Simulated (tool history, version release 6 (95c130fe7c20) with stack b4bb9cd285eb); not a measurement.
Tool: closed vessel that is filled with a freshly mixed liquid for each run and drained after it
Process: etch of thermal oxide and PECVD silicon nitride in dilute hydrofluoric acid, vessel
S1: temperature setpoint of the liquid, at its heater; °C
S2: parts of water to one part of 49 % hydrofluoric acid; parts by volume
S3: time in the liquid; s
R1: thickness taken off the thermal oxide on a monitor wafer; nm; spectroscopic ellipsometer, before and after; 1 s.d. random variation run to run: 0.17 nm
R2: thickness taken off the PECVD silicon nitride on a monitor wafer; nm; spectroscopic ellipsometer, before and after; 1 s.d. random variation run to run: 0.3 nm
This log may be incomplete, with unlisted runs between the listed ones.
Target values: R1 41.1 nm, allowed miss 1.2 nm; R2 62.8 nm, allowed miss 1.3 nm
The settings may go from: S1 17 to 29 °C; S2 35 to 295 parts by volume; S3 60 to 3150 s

run	hour	S1	S2	S3	R1	R2
1	0	21	165	1605	36.671	46.757
2	8	24.5	165	1605	41.866	58.972
3	14.8	24.5	130	1605	55.448	74.411
4	20.4	24.5	130	1230	42.409	57.23
5	23.2	25.5	140	1250	40.805	57.422
6	31.4	26	145	1260	40.507	57.779
7	35.4	26.5	150	1265	39.579	58.063
8	43.5	27	150	1265	40.681	59.449

Exercise: of the 5 proposed moves below, exactly one satisfies all targets within the stated allowed misses. Which move is it?
A	51.6	24.5	185	1780	?	?
B	51.6	24.5	120	1065	?	?
C	51.6	26	210	1995	?	?
D	51.6	25.5	115	1010	?	?
E	51.6	26	140	1230	?	?

move	R1	R2
A	40.629	58.038
B	40.395	53.333
C	41.215	62.975
D	41.808	56.294
E	41.341	58.208
A: its largest miss is bigger than the last run's
B: its largest miss is bigger than the last run's
C: all results land within tolerance of their targets
D: its largest miss is bigger than the last run's
E: its largest miss is bigger than the last run's
C meets every target.
